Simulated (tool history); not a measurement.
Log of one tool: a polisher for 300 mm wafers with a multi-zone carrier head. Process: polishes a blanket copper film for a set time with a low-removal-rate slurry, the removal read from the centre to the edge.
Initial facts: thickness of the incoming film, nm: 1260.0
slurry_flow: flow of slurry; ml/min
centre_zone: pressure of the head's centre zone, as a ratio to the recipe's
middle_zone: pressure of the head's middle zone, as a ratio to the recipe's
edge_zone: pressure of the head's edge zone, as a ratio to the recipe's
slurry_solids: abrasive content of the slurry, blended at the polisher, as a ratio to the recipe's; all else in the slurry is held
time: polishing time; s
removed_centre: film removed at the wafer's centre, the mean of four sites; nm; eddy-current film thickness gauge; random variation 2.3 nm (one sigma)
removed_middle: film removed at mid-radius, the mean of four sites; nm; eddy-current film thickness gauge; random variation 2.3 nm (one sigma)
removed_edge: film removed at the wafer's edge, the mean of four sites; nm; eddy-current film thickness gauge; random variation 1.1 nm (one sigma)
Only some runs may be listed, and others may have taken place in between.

run,day,slurry_flow,centre_zone,middle_zone,edge_zone,slurry_solids,time,removed_centre,removed_middle,removed_edge
1,0.000,140,1.00,1.00,1.00,1.00,62,162.58,158.52,157.36
2,0.167,140,1.00,1.00,1.00,0.85,62,156.96,155.17,157.47
3,0.396,170,1.00,1.00,1.00,0.85,62,172.20,160.54,162.23
4,0.758,160,1.00,1.01,0.97,0.85,62,164.95,162.43,159.05
5,0.812,195,1.00,1.01,0.97,0.85,62,172.11,168.00,164.61
6,0.871,180,1.01,1.01,0.94,0.85,62,167.52,167.54,156.57

Estimate the outcome of run 7 from the log above:
7,1.029,170,1.01,1.01,0.93,0.85,62,?,?,?

Run 7 measured removed_centre 167.94 nm, removed_middle 165.88 nm, removed_edge 154.72 nm.

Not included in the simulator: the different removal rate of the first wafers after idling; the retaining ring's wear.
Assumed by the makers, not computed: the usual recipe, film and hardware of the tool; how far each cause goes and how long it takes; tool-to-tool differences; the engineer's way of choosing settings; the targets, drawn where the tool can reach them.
